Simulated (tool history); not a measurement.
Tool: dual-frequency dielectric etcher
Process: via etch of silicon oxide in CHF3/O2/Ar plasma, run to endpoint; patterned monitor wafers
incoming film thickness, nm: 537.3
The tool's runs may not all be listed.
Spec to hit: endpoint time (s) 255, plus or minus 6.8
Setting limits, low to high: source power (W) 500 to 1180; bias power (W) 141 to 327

| run | hour | source power (W) | bias power (W) | endpoint time (s) |
|---|---|---|---|---|
| 1 | 0 | 840 | 234 | 204.52 |
| 2 | 3.2 | 760 | 219 | 217.35 |
| 3 | 11.2 | 760 | 195 | 225.96 |
| 4 | 18.3 | 710 | 190 | 234.54 |
| 5 | 23.3 | 710 | 172 | 242.56 |
| 6 | 24.4 | 830 | 172 | 228 |
| 7 | 29.3 | 780 | 168 | 236.22 |
| 8 | 29.9 | 750 | 165 | 240.77 |
| 9 | 31.8 | 730 | 163 | 245.67 |
| 10 | 35.5 | 720 | 162 | 244.16 |

Exercise: of the 5 proposed moves below, exactly one satisfies all targets within the stated allowed misses. Which move is it?
| A | 39.2 | 720 | 183 | ? |
| B | 39.2 | 720 | 189 | ? |
| C | 39.2 | 720 | 186 | ? |
| D | 39.2 | 780 | 179 | ? |
| E | 39.2 | 740 | 144 | ? |

| move | endpoint time (s) |
|---|---|
| A | 237.91 |
| B | 235.32 |
| C | 236.6 |
| D | 232.11 |
| E | 254.59 |
A: misses by more than the last run did
B: misses by more than the last run did
C: misses by more than the last run did
D: misses by more than the last run did
E: all results in spec
Correct choice: E, which meets every target
